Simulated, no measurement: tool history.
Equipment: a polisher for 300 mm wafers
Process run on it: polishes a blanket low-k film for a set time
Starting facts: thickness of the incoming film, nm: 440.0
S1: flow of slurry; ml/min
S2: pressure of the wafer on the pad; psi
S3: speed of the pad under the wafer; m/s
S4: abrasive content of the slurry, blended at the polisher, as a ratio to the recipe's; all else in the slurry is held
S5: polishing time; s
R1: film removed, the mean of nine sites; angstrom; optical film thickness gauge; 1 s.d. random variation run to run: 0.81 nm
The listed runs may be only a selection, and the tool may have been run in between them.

run	hour	S1	S2	S3	S4	S5	R1
1	0.0	120	2.2	1.1	1.00	84	412.92
2	6.5	120	2.3	1.1	1.00	84	425.18
3	12.9	120	2.4	1.1	1.00	84	451.07
4	18.5	120	2.5	1.1	1.00	84	467.29
5	26.7	120	2.5	1.1	0.85	84	443.30
6	34.9	120	2.6	1.1	0.85	84	454.37
7	40.8	120	2.7	1.1	0.85	84	488.08

Run 8 is up next; what results do you expect?
8	41.6	120	2.8	1.1	0.85	84	?

Run 8 came out at R1 492.36 angstrom.
